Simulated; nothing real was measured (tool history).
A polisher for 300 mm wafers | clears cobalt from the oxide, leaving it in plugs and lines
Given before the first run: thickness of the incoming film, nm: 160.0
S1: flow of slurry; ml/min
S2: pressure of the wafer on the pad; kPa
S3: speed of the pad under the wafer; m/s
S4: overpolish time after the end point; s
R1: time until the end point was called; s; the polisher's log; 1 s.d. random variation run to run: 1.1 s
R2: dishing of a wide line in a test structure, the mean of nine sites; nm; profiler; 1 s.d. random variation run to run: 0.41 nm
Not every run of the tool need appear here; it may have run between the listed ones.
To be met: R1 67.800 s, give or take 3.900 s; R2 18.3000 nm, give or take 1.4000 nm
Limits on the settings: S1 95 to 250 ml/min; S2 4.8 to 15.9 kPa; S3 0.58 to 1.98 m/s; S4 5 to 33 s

run   hour   S1    S2    S3  S4      R1       R2
  1    0.0  160  10.3  1.28  17  30.590  32.9290
  2    7.8  155   9.7  1.22  15  34.117  32.0440
  3   10.0  170   9.0  1.12  14  38.368  30.0700
  4   17.0  180   8.3  1.04  13  43.787  27.0930
  5   25.5  180   8.3  1.26  13  38.087  28.4530
  6   32.3  190   7.6  1.20  12  43.039  27.0630
  7   38.5  200   6.9  1.16  11  46.891  24.0530
  8   40.5  200   6.9  1.16  11  47.297  24.6440
  9   47.9  205   6.9  1.12  10  49.909  21.3810
 10   55.0  210   6.9  1.10  10  49.393  22.2620
 11   63.6  215   6.9  1.08  10  51.570  22.7210
 12   67.6  215   6.9  1.06   9  52.335  20.8910
 13   74.1  215   6.9  1.04   9  53.507  20.2710
 14   81.9  215   4.8  0.98   5  77.655   9.2688
 15   84.2  220   4.8  0.96   6  80.038  11.4510
 16   88.5  220   4.8  0.96   6  77.694  11.0950
 17   95.0  220   4.8  0.96   6  78.678  10.6790
 18   95.9  230   6.2  1.00  14  60.811  24.2030
 19   99.8  225   6.2  1.00  14  59.150  23.5010
 20  107.6  220   6.2  1.00  14  59.985  24.1490
 21  115.1  215   6.2  1.00  14  60.527  24.1570
 22  118.7  245   4.8  0.96   6  78.561  10.9230
 23  123.0  200   6.2  0.96   7  64.196  15.2460

Exercise: of the 4 proposed moves below, exactly one satisfies all targets within the stated allowed misses. Which move is it?
  A  127.3  190  8.3  0.68  10   ?   ?
  B  127.3  220  4.8  1.20   5   ?   ?
  C  127.3  205  4.8  1.10   7   ?   ?
  D  127.3  210  5.5  1.00   5   ?   ?

move      R1       R2
   A  69.643  17.7490
   B  66.171  10.8820
   C  72.647  13.2380
   D  69.999  10.3890
A: hits every target within its allowed miss
B: further off than the last run
C: further off than the last run
D: further off than the last run
A meets every target.
